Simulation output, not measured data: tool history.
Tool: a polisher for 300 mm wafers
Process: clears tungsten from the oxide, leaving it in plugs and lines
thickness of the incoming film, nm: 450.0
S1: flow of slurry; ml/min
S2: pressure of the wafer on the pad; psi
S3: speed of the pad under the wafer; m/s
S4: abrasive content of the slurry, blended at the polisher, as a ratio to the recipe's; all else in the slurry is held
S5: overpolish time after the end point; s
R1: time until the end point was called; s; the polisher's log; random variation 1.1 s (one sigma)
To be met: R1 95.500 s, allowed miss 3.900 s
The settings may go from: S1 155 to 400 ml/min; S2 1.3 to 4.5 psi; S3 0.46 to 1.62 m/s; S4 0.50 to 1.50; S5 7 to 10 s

| run | hour | S1 | S2 | S3 | S4 | S5 | R1 |
|---|---|---|---|---|---|---|---|
| 1 | 0.0 | 255 | 2.9 | 1.04 | 1.00 | 10 | 128.020 |
| 2 | 2.8 | 255 | 2.9 | 1.04 | 0.95 | 10 | 131.520 |
| 3 | 5.9 | 255 | 3.2 | 1.04 | 0.95 | 10 | 118.650 |
| 4 | 6.5 | 255 | 3.4 | 1.04 | 0.95 | 10 | 111.620 |
| 5 | 11.0 | 205 | 3.4 | 1.04 | 0.95 | 10 | 114.020 |
| 6 | 14.7 | 205 | 3.6 | 1.04 | 0.95 | 10 | 106.500 |
| 7 | 23.0 | 205 | 3.7 | 1.04 | 0.95 | 10 | 107.070 |
| 8 | 30.1 | 205 | 3.7 | 1.04 | 0.95 | 10 | 104.140 |
| 9 | 37.0 | 205 | 3.8 | 1.04 | 0.95 | 10 | 102.550 |

4 next moves are on the table. One of them brings every result within its allowed miss. Which?
| A | 43.9 | 160 | 3.3 | 1.22 | 1.05 | 7 | ? |
| B | 43.9 | 155 | 3.6 | 1.14 | 0.75 | 7 | ? |
| C | 43.9 | 165 | 4.1 | 0.96 | 1.00 | 10 | ? |
| D | 43.9 | 225 | 3.4 | 1.24 | 1.05 | 10 | ? |

| move | R1 |
|---|---|
| A | 103.560 |
| B | 109.310 |
| C | 103.600 |
| D | 93.759 |
A: further off than the last run
B: further off than the last run
C: further off than the last run
D: meets every target
The right move is D.

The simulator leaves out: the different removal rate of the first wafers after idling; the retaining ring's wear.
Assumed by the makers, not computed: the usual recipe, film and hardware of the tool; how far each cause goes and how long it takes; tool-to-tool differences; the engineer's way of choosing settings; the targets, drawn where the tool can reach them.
